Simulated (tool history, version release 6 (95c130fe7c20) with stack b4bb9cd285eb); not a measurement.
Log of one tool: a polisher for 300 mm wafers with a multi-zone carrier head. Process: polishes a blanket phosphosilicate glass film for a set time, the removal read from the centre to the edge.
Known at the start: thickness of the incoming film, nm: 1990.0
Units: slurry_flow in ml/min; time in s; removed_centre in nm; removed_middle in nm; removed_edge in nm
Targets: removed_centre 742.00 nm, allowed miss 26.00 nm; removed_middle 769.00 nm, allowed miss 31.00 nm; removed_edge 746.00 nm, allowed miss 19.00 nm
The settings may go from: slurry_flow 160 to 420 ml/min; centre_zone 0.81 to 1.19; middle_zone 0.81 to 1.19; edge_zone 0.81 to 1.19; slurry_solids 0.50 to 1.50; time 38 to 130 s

run    day  slurry_flow  centre_zone  middle_zone  edge_zone  slurry_solids  time  removed_centre  removed_middle  removed_edge
  1  0.000          270         1.00         1.00       1.00           1.00    84          621.18          612.92        612.67
  2  0.104          270         1.00         1.04       1.00           1.00    84          623.12          638.47        608.90
  3  0.225          240         1.00         1.04       1.00           1.00    84          606.28          617.72        610.02
  4  0.550          255         1.01         1.06       1.04           1.10    84          640.29          663.78        651.25
  5  0.758          275         1.03         1.08       1.07           1.15    84          661.55          693.49        671.22
  6  0.988          275         0.96         1.08       1.07           1.15    84          630.01          683.29        672.66
  7  1.225          285         1.00         1.09       1.09           1.20    84          670.80          718.36        685.85
  8  1.546          290         1.01         1.09       1.11           1.25    84          703.55          719.78        707.27
  9  1.812          295         1.01         1.10       1.12           1.30    84          694.95          735.48        722.97

4 next moves are on the table. One of them brings every result within its allowed miss. Which?
  A  2.079          240         0.90         1.03       1.16           1.20    90               ?               ?             ?
  B  2.079          290         1.08         1.13       1.10           1.30    84               ?               ?             ?
  C  2.079          355         1.11         1.14       0.99           1.40    88               ?               ?             ?
  D  2.079          330         1.08         1.15       1.19           1.15    87               ?               ?             ?

move  removed_centre  removed_middle  removed_edge
   A          643.62          708.97        749.97
   B          741.37          755.68        714.23
   C          835.34          836.43        741.29
   D          742.16          766.75        740.96
A: further off than the last run
B: brings the result that was furthest off to its target, and leaves another outside
C: takes the result that was furthest off past its target
D: meets every target
Move D is the one to make.
